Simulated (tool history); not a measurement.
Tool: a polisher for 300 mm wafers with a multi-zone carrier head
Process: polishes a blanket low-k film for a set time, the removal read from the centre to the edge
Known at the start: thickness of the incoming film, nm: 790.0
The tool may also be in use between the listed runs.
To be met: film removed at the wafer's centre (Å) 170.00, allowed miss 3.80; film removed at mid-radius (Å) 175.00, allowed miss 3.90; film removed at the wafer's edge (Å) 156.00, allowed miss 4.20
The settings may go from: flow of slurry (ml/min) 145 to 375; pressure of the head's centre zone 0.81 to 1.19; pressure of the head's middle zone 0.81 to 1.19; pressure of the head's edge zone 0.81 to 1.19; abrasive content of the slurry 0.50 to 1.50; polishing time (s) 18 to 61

run,hour,flow of slurry (ml/min),pressure of the head's centre zone,pressure of the head's middle zone,pressure of the head's edge zone,abrasive content of the slurry,polishing time (s),film removed at the wafer's centre (Å),film removed at mid-radius (Å),film removed at the wafer's edge (Å)
1,0.0,240,1.00,1.00,1.00,1.00,39,179.59,193.82,188.17
2,2.5,240,1.00,1.00,1.00,1.00,32,146.32,158.14,155.00
3,10.2,240,1.00,1.00,1.03,1.00,32,147.47,158.57,157.74
4,12.6,240,1.00,1.00,1.03,1.00,42,194.45,207.99,204.87
5,19.3,240,1.00,1.00,1.03,1.00,35,159.78,173.31,170.30
6,22.9,245,1.01,1.01,0.99,1.00,35,162.90,173.79,168.51
7,23.4,245,1.02,1.02,0.96,1.00,35,164.30,176.18,168.07
# hour 32.1: centre zone pressure recalibrated
8,32.1,250,1.03,1.03,0.93,1.00,35,176.71,178.84,161.80
9,38.4,250,1.03,1.03,0.93,1.00,35,177.82,177.97,166.15
10,40.7,240,1.03,1.04,0.92,1.00,35,174.51,178.57,161.86

Which of these 4 next moves meets every target?
A,43.0,175,0.98,0.99,0.99,1.25,35,?,?,?
B,43.0,220,1.02,1.08,0.94,1.10,34,?,?,?
C,43.0,275,1.06,1.10,0.97,1.05,32,?,?,?
D,43.0,200,1.02,1.10,0.93,1.00,35,?,?,?

move,film removed at the wafer's centre (Å),film removed at mid-radius (Å),film removed at the wafer's edge (Å)
A,171.47,178.90,179.59
B,171.66,183.51,166.16
C,169.81,176.66,158.96
D,167.98,182.49,162.49
A: further off than the last run
B: further off than the last run
C: meets every target
D: further off than the last run
Move C is the one to make.

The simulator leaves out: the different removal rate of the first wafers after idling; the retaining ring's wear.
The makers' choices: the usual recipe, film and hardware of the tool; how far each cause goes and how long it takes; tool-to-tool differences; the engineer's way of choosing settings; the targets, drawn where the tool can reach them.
